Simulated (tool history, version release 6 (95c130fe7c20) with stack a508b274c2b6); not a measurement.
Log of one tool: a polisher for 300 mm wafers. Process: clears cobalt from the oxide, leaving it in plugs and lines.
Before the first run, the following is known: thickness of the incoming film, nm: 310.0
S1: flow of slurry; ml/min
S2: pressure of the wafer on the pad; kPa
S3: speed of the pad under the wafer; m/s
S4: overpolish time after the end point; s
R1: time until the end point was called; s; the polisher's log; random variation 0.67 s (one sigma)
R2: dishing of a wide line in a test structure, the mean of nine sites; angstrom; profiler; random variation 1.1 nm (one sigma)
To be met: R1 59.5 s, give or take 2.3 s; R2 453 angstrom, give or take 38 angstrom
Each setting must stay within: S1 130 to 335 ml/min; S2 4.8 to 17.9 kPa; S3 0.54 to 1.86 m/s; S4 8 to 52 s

run 1 day=0 | S1=215 S2=11 S3=1.18 S4=26 | R1=75.503 R2=501.46
run 2 day=0.208 | S1=215 S2=11.7 S3=1.18 S4=24 | R1=71.251 R2=501.71
run 3 day=0.554 | S1=215 S2=11.7 S3=1.18 S4=19 | R1=71.336 R2=444.22
run 4 day=0.842 | S1=215 S2=9.7 S3=1.18 S4=19 | R1=88.183 R2=397.78
run 5 day=1.108 | S1=215 S2=10.3 S3=1.18 S4=18 | R1=81.323 R2=395.05
-- day=1.275 head pressure recalibrated
run 6 day=1.275 | S1=215 S2=11 S3=1.18 S4=18 | R1=70.22 R2=448.99
run 7 day=1.446 | S1=215 S2=11 S3=1.18 S4=17 | R1=69.024 R2=407.73
run 8 day=1.667 | S1=220 S2=11.7 S3=1.18 S4=18 | R1=64.302 R2=470.07
run 9 day=1.846 | S1=220 S2=11.7 S3=1.18 S4=17 | R1=64.098 R2=443.59
run 10 day=1.871 | S1=225 S2=11.7 S3=1.18 S4=17 | R1=65.417 R2=433.82
run 11 day=2.158 | S1=230 S2=11.7 S3=1.18 S4=17 | R1=65.226 R2=431.76

5 next moves are on the table. One of them brings every result within its allowed miss. Which?
run A day=2.446 | S1=210 S2=10.3 S3=1.24 S4=22 | R1=? R2=?
run B day=2.446 | S1=220 S2=12.4 S3=1.2 S4=17 | R1=? R2=?
run C day=2.446 | S1=270 S2=13.8 S3=0.92 S4=18 | R1=? R2=?
run D day=2.446 | S1=215 S2=11.7 S3=1.08 S4=19 | R1=? R2=?
run E day=2.446 | S1=310 S2=12.4 S3=1.28 S4=12 | R1=? R2=?

move=A R1=69.824 R2=457.85
move=B R1=60.085 R2=436.85
move=C R1=68.678 R2=422.26
move=D R1=70.521 R2=427.8
move=E R1=54.632 R2=385.31
A: further off than the last run
B: in spec on every target
C: further off than the last run
D: further off than the last run
E: carries the result that was furthest off beyond its target, to the other side
Correct choice: B, which meets every target
